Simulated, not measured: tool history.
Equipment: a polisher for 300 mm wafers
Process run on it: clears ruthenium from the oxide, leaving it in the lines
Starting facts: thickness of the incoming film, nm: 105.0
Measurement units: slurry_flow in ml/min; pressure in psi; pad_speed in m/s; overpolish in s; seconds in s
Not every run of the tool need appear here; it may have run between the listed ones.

Run 1, hour 0.0: slurry_flow 300 ml/min, pressure 1.5 psi, pad_speed 1.22 m/s, overpolish 4 s. Result: seconds 97.662 s.
Run 2, hour 7.1: slurry_flow 300 ml/min, pressure 1.5 psi, pad_speed 1.40 m/s, overpolish 4 s. Result: seconds 84.944 s.
Run 3, hour 9.2: slurry_flow 300 ml/min, pressure 1.8 psi, pad_speed 1.40 m/s, overpolish 4 s. Result: seconds 72.678 s.
Run 4, hour 11.5: slurry_flow 300 ml/min, pressure 1.8 psi, pad_speed 1.40 m/s, overpolish 4 s. Result: seconds 70.761 s.
Run 5, hour 17.0: slurry_flow 300 ml/min, pressure 2.0 psi, pad_speed 1.40 m/s, overpolish 4 s. Result: seconds 65.126 s.
Run 6, hour 17.5: slurry_flow 300 ml/min, pressure 2.0 psi, pad_speed 1.40 m/s, overpolish 4 s. Result: seconds 65.997 s.

Run 7 comes next. What will it give?
Run 7, hour 19.2: slurry_flow 300 ml/min, pressure 2.0 psi, pad_speed 1.40 m/s, overpolish 4 s. Result: seconds ?.

{"run 7": {"seconds": 65.464}}
